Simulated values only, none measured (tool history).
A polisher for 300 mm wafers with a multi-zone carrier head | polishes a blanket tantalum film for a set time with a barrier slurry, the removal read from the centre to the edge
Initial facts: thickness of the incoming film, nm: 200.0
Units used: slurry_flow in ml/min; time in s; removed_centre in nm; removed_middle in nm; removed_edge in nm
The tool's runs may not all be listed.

| run | hour | slurry_flow | centre_zone | middle_zone | edge_zone | slurry_solids | time | removed_centre | removed_middle | removed_edge |
|---|---|---|---|---|---|---|---|---|---|---|
| 1 | 0 | 150 | 1 | 1 | 1 | 1 | 35 | 54.703 | 56.373 | 56.946 |
| 2 | 1 | 145 | 1 | 0.98 | 0.99 | 0.95 | 33 | 50.306 | 51.332 | 52.686 |
| 3 | 4.1 | 145 | 1 | 0.96 | 0.98 | 0.9 | 31 | 47.385 | 47.344 | 47.121 |
| 4 | 5.5 | 140 | 1 | 0.94 | 1 | 0.85 | 30 | 44.24 | 44.202 | 44.275 |
| 5 | 11.3 | 140 | 1 | 0.94 | 1.03 | 0.85 | 30 | 44.513 | 44.096 | 45.522 |
| 6 | 17.1 | 135 | 1 | 0.92 | 1.05 | 0.8 | 29 | 40.583 | 39.394 | 42.352 |
| 7 | 25.2 | 135 | 1 | 0.91 | 1.06 | 0.75 | 28 | 38.481 | 37.585 | 40.277 |
| 8 | 29.8 | 105 | 1.03 | 0.81 | 1.07 | 0.5 | 22 | 23.167 | 19.988 | 24.986 |
| 9 | 34.4 | 115 | 1.03 | 0.82 | 1.07 | 0.5 | 22 | 23.53 | 20.58 | 24.045 |
| 10 | 37.9 | 115 | 1.04 | 0.83 | 1.08 | 0.55 | 22 | 25.3 | 22.717 | 26.357 |
| 11 | 46.4 | 115 | 1.05 | 0.83 | 1.09 | 0.55 | 22 | 25.87 | 22.082 | 26.197 |
| 12 | 48.5 | 120 | 1.05 | 0.84 | 1.1 | 0.55 | 22 | 25.81 | 22.86 | 26.316 |
| 13 | 56.2 | 120 | 1.05 | 0.84 | 1.11 | 0.55 | 22 | 26.035 | 22.23 | 26.741 |
| 14 | 57.8 | 160 | 1.06 | 0.94 | 1.19 | 0.75 | 23 | 34.213 | 31.809 | 34.834 |
| 15 | 65.7 | 155 | 1.06 | 0.94 | 1.19 | 0.75 | 23 | 33.941 | 31.9 | 34.96 |
| 16 | 69.1 | 135 | 1.04 | 0.84 | 1.11 | 0.55 | 22 | 25.724 | 22.82 | 27.369 |
| 17 | 72.1 | 140 | 1.05 | 0.85 | 1.12 | 0.55 | 22 | 26.855 | 23.368 | 27.216 |

What will run 18 give?
| 18 | 74.7 | 145 | 1.05 | 0.86 | 1.13 | 0.55 | 22 | ? | ? | ? |

Run 18 produced removed_centre 26.612 nm, removed_middle 23.392 nm, removed_edge 26.719 nm.
